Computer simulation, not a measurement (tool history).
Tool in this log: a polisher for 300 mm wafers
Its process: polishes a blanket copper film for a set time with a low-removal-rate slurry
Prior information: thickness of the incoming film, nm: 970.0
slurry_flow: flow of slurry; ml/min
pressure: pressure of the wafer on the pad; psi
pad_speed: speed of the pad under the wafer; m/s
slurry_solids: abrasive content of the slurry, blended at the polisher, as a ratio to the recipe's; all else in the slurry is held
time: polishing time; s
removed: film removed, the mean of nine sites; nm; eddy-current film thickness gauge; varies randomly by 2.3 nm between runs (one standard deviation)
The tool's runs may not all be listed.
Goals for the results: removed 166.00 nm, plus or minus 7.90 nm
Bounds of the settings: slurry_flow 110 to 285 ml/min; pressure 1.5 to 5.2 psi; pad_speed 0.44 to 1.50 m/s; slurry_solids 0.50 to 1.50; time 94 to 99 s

run  hour  slurry_flow  pressure  pad_speed  slurry_solids  time  removed
  1   0.0          180       3.3       0.96           1.00    94   255.34
  2   0.6          180       2.9       0.96           1.00    94   229.85
  3   7.7          180       2.9       0.96           0.80    94   219.76
  4  16.7          180       2.6       0.96           0.80    94   199.82
  5  22.1          180       2.6       0.96           0.80    94   199.45
  6  23.3          180       3.4       0.96           0.80    94   257.85
  7  29.4          180       3.0       0.96           0.80    94   226.23
  8  37.7          180       2.7       0.96           0.80    94   201.27

Consider the 4 candidate settings below. Which is the only one whose results all fall within their allowed miss of target?
  A  46.0          175       2.5       1.04           0.95    99        ?
  B  46.0          185       2.9       1.00           0.75    99        ?
  C  46.0          200       2.8       0.68           0.85    95        ?
  D  46.0          160       2.4       0.92           1.05    94        ?

move  removed
   A   221.59
   B   239.55
   C   168.51
   D   184.19
A: the biggest miss grows against the last run
B: the biggest miss grows against the last run
C: all results land within tolerance of their targets
D: nearer the targets than the last run, but a result is still out of spec
Correct choice: C, which meets every target
